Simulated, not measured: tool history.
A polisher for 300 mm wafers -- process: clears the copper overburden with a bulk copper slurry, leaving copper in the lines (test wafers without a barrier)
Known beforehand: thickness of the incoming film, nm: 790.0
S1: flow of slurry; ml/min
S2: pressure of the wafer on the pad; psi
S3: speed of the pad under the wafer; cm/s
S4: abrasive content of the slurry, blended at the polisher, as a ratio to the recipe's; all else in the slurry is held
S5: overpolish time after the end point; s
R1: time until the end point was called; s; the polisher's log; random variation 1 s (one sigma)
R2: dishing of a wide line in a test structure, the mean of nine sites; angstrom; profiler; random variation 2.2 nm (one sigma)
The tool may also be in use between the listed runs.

{"run": 1, "hour": 0.0, "S1": 205, "S2": 3.0, "S3": 140, "S4": 1.0, "S5": 29, "R1": 62.796, "R2": 1266.1}
{"run": 2, "hour": 8.9, "S1": 205, "S2": 2.9, "S3": 140, "S4": 1.0, "S5": 30, "R1": 64.915, "R2": 1246.2}
{"run": 3, "hour": 17.6, "S1": 205, "S2": 2.9, "S3": 140, "S4": 1.15, "S5": 30, "R1": 61.448, "R2": 1269.6}
{"run": 4, "hour": 20.8, "S1": 205, "S2": 2.8, "S3": 140, "S4": 1.15, "S5": 31, "R1": 63.935, "R2": 1259.7}
{"run": 5, "hour": 21.3, "S1": 205, "S2": 2.7, "S3": 140, "S4": 1.15, "S5": 32, "R1": 66.577, "R2": 1276.8}
{"run": 6, "hour": 23.5, "S1": 205, "S2": 2.6, "S3": 140, "S4": 1.15, "S5": 32, "R1": 68.013, "R2": 1247.0}

Estimate the outcome of run 7 from the log above:
{"run": 7, "hour": 26.1, "S1": 205, "S2": 2.5, "S3": 140, "S4": 1.15, "S5": 32, "R1": "?", "R2": "?"}

For run 7 the tool returned R1 68.175 s, R2 1180.7 angstrom.
